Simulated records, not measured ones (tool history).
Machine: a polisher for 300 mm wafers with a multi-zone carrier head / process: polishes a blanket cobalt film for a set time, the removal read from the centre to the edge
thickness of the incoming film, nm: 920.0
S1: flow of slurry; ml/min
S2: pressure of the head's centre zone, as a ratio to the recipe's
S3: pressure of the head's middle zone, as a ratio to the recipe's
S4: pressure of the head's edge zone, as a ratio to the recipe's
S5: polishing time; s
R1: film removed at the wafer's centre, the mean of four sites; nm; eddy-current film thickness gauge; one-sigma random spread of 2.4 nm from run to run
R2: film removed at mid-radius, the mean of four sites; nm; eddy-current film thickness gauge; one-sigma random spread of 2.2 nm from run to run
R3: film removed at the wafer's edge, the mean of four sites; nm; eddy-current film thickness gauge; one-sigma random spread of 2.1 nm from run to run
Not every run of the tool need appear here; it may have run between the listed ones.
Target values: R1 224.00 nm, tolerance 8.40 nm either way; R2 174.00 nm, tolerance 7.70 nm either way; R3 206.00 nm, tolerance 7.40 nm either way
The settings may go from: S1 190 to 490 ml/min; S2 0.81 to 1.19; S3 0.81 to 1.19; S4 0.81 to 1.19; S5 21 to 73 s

run  hour   S1    S2    S3    S4  S5      R1      R2      R3
  1   0.0  315  1.00  1.00  1.00  47  381.19  366.45  376.77
  2   5.5  315  1.00  1.00  1.08  47  387.13  362.52  381.57
  3   7.2  315  1.00  0.96  1.08  47  384.06  352.67  391.09
  4  13.5  350  1.00  0.96  1.08  47  391.21  360.02  401.61
  5  17.6  300  1.00  0.96  1.08  47  374.73  348.87  387.27
  6  19.7  290  1.02  0.95  1.07  44  356.49  329.28  361.79
  7  20.9  280  1.04  0.94  1.06  42  351.64  304.14  351.28
  8  23.0  225  1.02  0.91  0.96  29  234.90  200.82  221.04
  9  27.1  225  1.02  0.90  0.96  29  232.74  197.62  222.11
 10  29.2  225  1.02  0.89  0.95  29  229.40  201.08  222.05
 11  34.6  220  1.03  0.88  0.95  29  231.25  197.74  221.59

Consider the 4 candidate settings below. Which is the only one whose results all fall within their allowed miss of target?
  A  40.0  215  0.89  0.90  0.92  32   ?   ?   ?
  B  40.0  195  1.10  0.85  0.97  27   ?   ?   ?
  C  40.0  265  1.04  1.15  0.81  27   ?   ?   ?
  D  40.0  210  1.02  0.81  1.12  27   ?   ?   ?

move      R1      R2      R3
   A  221.49  220.11  239.05
   B  228.26  174.87  204.90
   C  224.58  233.56  193.53
   D  213.62  169.67  220.95
A: the biggest miss grows against the last run
B: every result lands within tolerance
C: the biggest miss grows against the last run
D: meets the target for the result that was furthest off, but another lies outside its allowed miss
Go with B: it meets all targets.
